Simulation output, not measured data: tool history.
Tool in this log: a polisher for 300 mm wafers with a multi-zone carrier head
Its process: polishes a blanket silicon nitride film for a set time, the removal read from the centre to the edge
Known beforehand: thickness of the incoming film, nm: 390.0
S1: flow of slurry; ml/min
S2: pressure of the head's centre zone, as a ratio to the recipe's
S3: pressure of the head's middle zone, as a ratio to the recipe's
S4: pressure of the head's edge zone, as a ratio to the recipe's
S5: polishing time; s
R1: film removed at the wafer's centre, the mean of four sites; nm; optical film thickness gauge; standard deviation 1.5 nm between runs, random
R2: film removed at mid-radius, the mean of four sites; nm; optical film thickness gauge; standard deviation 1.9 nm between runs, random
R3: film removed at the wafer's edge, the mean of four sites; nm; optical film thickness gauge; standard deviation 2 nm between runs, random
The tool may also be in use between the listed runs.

{"run": 1, "hour": 0.0, "S1": 170, "S2": 1, "S3": 1, "S4": 1, "S5": 66, "R1": 98.388, "R2": 97.209, "R3": 100.57}
{"run": 2, "hour": 2.0, "S1": 170, "S2": 1.06, "S3": 1, "S4": 1, "S5": 66, "R1": 104.96, "R2": 97.457, "R3": 98.768}
{"run": 3, "hour": 5.6, "S1": 175, "S2": 1.02, "S3": 0.97, "S4": 1.05, "S5": 74, "R1": 114.72, "R2": 106.2, "R3": 115.22}
{"run": 4, "hour": 11.6, "S1": 140, "S2": 1.02, "S3": 0.97, "S4": 1.05, "S5": 74, "R1": 107.45, "R2": 100.32, "R3": 112.32}
{"hour": 18.5, "done": "slurry nozzle cleaned"}
{"run": 5, "hour": 18.5, "S1": 105, "S2": 1.02, "S3": 0.97, "S4": 1.05, "S5": 74, "R1": 107.05, "R2": 98.784, "R3": 112.2}
{"run": 6, "hour": 23.2, "S1": 105, "S2": 1, "S3": 0.96, "S4": 1.08, "S5": 81, "R1": 114.38, "R2": 109.43, "R3": 121.59}
{"run": 7, "hour": 25.2, "S1": 105, "S2": 0.97, "S3": 0.91, "S4": 1.12, "S5": 88, "R1": 121.57, "R2": 111.51, "R3": 136}

Predict the results of run 8:
{"run": 8, "hour": 26.9, "S1": 105, "S2": 0.97, "S3": 0.91, "S4": 1.12, "S5": 88, "R1": "?", "R2": "?", "R3": "?"}

For run 8 the tool returned R1 122.62 nm, R2 116.81 nm, R3 140.12 nm.
